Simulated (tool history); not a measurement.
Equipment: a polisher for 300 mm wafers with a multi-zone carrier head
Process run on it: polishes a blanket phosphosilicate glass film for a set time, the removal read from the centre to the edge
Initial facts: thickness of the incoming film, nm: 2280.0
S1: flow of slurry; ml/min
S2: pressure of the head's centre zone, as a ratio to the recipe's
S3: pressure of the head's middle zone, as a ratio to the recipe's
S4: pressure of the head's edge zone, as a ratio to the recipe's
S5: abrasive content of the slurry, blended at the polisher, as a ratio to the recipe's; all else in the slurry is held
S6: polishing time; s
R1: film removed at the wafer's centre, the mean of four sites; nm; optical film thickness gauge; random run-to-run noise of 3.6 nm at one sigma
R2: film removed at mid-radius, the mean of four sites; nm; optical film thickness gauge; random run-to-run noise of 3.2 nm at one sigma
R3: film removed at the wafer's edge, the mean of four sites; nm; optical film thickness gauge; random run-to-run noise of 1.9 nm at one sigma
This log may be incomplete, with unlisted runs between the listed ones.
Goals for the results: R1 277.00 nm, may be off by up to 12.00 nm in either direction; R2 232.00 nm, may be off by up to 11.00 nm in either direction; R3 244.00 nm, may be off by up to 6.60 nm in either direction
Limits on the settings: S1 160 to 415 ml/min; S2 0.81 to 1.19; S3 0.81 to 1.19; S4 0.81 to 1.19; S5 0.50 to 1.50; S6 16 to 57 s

{"run": 1, "day": 0.0, "S1": 265, "S2": 1.0, "S3": 1.0, "S4": 1.0, "S5": 1.0, "S6": 36, "R1": 320.32, "R2": 321.88, "R3": 321.11}
{"run": 2, "day": 0.088, "S1": 265, "S2": 1.0, "S3": 1.0, "S4": 1.0, "S5": 1.0, "S6": 27, "R1": 236.16, "R2": 237.75, "R3": 243.38}
{"run": 3, "day": 0.2, "S1": 265, "S2": 1.0, "S3": 1.06, "S4": 1.0, "S5": 1.0, "S6": 27, "R1": 239.63, "R2": 247.95, "R3": 238.74}
{"run": 4, "day": 0.279, "S1": 270, "S2": 1.02, "S3": 1.05, "S4": 1.0, "S5": 1.0, "S6": 27, "R1": 238.41, "R2": 245.45, "R3": 240.65}
{"run": 5, "day": 0.558, "S1": 265, "S2": 1.05, "S3": 1.03, "S4": 0.98, "S5": 1.0, "S6": 27, "R1": 246.96, "R2": 246.67, "R3": 235.25}
{"run": 6, "day": 0.746, "S1": 270, "S2": 1.07, "S3": 1.01, "S4": 0.99, "S5": 1.0, "S6": 27, "R1": 255.61, "R2": 241.91, "R3": 237.94}
{"run": 7, "day": 0.975, "S1": 275, "S2": 1.08, "S3": 1.0, "S4": 0.99, "S5": 1.0, "S6": 27, "R1": 256.49, "R2": 240.3, "R3": 242.48}
{"run": 8, "day": 1.321, "S1": 275, "S2": 1.09, "S3": 0.99, "S4": 0.99, "S5": 1.0, "S6": 27, "R1": 257.11, "R2": 243.56, "R3": 243.15}
{"run": 9, "day": 1.692, "S1": 275, "S2": 1.1, "S3": 0.98, "S4": 0.99, "S5": 1.0, "S6": 27, "R1": 269.64, "R2": 236.93, "R3": 240.21}
{"run": 10, "day": 1.746, "S1": 280, "S2": 1.11, "S3": 0.96, "S4": 1.0, "S5": 1.0, "S6": 27, "R1": 263.84, "R2": 237.39, "R3": 242.56}

Exactly one of the 4 candidate moves below puts every result within its allowed miss. Which one?
{"run": "A", "day": 1.8, "S1": 325, "S2": 1.1, "S3": 0.93, "S4": 1.06, "S5": 1.05, "S6": 25, "R1": "?", "R2": "?", "R3": "?"}
{"run": "B", "day": 1.8, "S1": 310, "S2": 1.06, "S3": 0.97, "S4": 1.03, "S5": 1.05, "S6": 26, "R1": "?", "R2": "?", "R3": "?"}
{"run": "C", "day": 1.8, "S1": 295, "S2": 1.13, "S3": 0.93, "S4": 0.97, "S5": 0.95, "S6": 28, "R1": "?", "R2": "?", "R3": "?"}
{"run": "D", "day": 1.8, "S1": 190, "S2": 1.13, "S3": 1.03, "S4": 0.91, "S5": 0.85, "S6": 31, "R1": "?", "R2": "?", "R3": "?"}

move=A R1=249.40 R2=217.73 R3=235.82
move=B R1=248.69 R2=233.55 R3=240.83
move=C R1=273.79 R2=232.85 R3=242.11
move=D R1=272.18 R2=253.77 R3=238.26
A: further off than the last run
B: further off than the last run
C: hits every target within its allowed miss
D: puts the biggest miss on target and leaves a different result outside tolerance
C meets every target.
